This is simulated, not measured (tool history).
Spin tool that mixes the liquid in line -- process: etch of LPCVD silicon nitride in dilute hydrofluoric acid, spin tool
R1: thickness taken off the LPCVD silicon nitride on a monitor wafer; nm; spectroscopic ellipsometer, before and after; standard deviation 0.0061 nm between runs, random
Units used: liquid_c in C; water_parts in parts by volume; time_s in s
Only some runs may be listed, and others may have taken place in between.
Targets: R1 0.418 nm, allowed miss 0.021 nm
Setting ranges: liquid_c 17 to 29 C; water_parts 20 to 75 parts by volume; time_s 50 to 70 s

Run 1, hour 0: liquid_c 21 C, water_parts 45 parts by volume, time_s 70 s. Result: R1 0.59727 nm.
Run 2, hour 3.5: liquid_c 21 C, water_parts 55 parts by volume, time_s 70 s. Result: R1 0.49225 nm.
Run 3, hour 4.6: liquid_c 21 C, water_parts 55 parts by volume, time_s 50 s. Result: R1 0.34349 nm.
Run 4, hour 12.9: liquid_c 21 C, water_parts 55 parts by volume, time_s 70 s. Result: R1 0.48797 nm.
Run 5, hour 14.7: liquid_c 20.5 C, water_parts 55 parts by volume, time_s 70 s. Result: R1 0.47667 nm.
Run 6, hour 16.3: liquid_c 20.5 C, water_parts 55 parts by volume, time_s 50 s. Result: R1 0.33541 nm.
Run 7, hour 23.4: liquid_c 21 C, water_parts 55 parts by volume, time_s 50 s. Result: R1 0.35564 nm.
Run 8, hour 30.4: liquid_c 22 C, water_parts 55 parts by volume, time_s 50 s. Result: R1 0.36872 nm.
Run 9, hour 31.3: liquid_c 22.5 C, water_parts 55 parts by volume, time_s 50 s. Result: R1 0.38794 nm.

Pick the move, out of 5, that brings all results within their allowed miss; only one does.
Run A, hour 32.2: liquid_c 23.5 C, water_parts 70 parts by volume, time_s 50 s. Result: R1 ?.
Run B, hour 32.2: liquid_c 22 C, water_parts 55 parts by volume, time_s 55 s. Result: R1 ?.
Run C, hour 32.2: liquid_c 20 C, water_parts 55 parts by volume, time_s 50 s. Result: R1 ?.
Run D, hour 32.2: liquid_c 21.5 C, water_parts 70 parts by volume, time_s 65 s. Result: R1 ?.
Run E, hour 32.2: liquid_c 22 C, water_parts 55 parts by volume, time_s 50 s. Result: R1 ?.

move       R1
   A  0.32272
   B   0.4062
   C  0.32179
   D   0.3665
   E  0.36927
A: moves away from the targets compared with the last run
B: every result within its allowed miss
C: moves away from the targets compared with the last run
D: moves away from the targets compared with the last run
E: moves away from the targets compared with the last run
The right move is B.
